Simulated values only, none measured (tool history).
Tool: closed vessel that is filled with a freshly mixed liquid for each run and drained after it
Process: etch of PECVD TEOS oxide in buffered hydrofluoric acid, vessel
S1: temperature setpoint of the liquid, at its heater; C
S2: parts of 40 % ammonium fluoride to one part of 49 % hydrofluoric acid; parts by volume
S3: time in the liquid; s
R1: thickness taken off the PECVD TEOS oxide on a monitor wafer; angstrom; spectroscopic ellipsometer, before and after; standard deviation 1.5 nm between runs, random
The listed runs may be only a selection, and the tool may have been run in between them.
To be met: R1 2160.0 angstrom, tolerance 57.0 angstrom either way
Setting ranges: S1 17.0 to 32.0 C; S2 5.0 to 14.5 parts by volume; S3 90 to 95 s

run  hour    S1   S2  S3      R1
  1   0.0  24.0  9.0  90  1358.0
  2   1.9  20.5  9.0  90  1130.2
  3   7.4  22.0  9.0  90  1221.2
  4  12.8  23.5  9.0  90  1318.1
  5  21.5  23.5  9.0  90  1337.8
  6  28.1  24.5  9.0  90  1401.1
  7  36.3  25.5  9.0  90  1472.1
  8  41.1  25.5  9.0  90  1454.2
  9  45.5  26.5  9.0  90  1563.9
 10  48.3  30.5  9.0  90  1913.7

Which single option among these 4 for the next run brings every result within its allowed miss of target? Just one does.
  A  51.1  32.0  11.5  95   ?
  B  51.1  32.0   9.0  90   ?
  C  51.1  31.0   9.0  90   ?
  D  51.1  26.5   7.0  95   ?

move      R1
   A  1794.1
   B  2079.9
   C  1974.7
   D  2156.7
A: lands further from the targets than the last run did
B: better than the last run, though not everything is in spec
C: better than the last run, though not everything is in spec
D: all results in spec
The right move is D.
